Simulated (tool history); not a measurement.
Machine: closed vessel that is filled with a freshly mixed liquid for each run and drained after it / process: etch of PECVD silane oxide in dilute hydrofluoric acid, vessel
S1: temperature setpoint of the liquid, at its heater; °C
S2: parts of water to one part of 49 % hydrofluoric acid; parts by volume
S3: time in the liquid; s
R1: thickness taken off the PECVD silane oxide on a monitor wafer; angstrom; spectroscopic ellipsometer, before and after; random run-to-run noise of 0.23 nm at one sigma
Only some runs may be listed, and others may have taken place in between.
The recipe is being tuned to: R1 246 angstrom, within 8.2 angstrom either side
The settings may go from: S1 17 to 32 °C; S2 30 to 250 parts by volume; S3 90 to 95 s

{"run": 1, "hour": 0.0, "S1": 24, "S2": 140, "S3": 90, "R1": 148.92}
{"run": 2, "hour": 0.7, "S1": 25.5, "S2": 135, "S3": 90, "R1": 165.96}
{"run": 3, "hour": 2.4, "S1": 25.5, "S2": 160, "S3": 90, "R1": 136.1}
{"run": 4, "hour": 3.8, "S1": 22.5, "S2": 160, "S3": 90, "R1": 121.33}
{"run": 5, "hour": 9.2, "S1": 19, "S2": 160, "S3": 90, "R1": 107.22}
{"run": 6, "hour": 12.2, "S1": 21, "S2": 150, "S3": 90, "R1": 126}
{"run": 7, "hour": 15.6, "S1": 22.5, "S2": 140, "S3": 90, "R1": 142.33}
{"run": 8, "hour": 21.6, "S1": 24, "S2": 135, "S3": 90, "R1": 157.26}
{"run": 9, "hour": 23.9, "S1": 25.5, "S2": 130, "S3": 90, "R1": 173.47}

Which single option among these 4 for the next run brings every result within its allowed miss of target? Just one does.
{"run": "A", "hour": 26.2, "S1": 25.5, "S2": 100, "S3": 95, "R1": "?"}
{"run": "B", "hour": 26.2, "S1": 28.5, "S2": 120, "S3": 95, "R1": "?"}
{"run": "C", "hour": 26.2, "S1": 24, "S2": 150, "S3": 90, "R1": "?"}
{"run": "D", "hour": 26.2, "S1": 26.5, "S2": 165, "S3": 90, "R1": "?"}

move=A R1=248.51
move=B R1=225.43
move=C R1=138.69
move=D R1=135.66
A: in spec on every target
B: closes in on the targets versus the last run, not all within tolerance yet
C: the biggest miss grows against the last run
D: the biggest miss grows against the last run
A meets every target.

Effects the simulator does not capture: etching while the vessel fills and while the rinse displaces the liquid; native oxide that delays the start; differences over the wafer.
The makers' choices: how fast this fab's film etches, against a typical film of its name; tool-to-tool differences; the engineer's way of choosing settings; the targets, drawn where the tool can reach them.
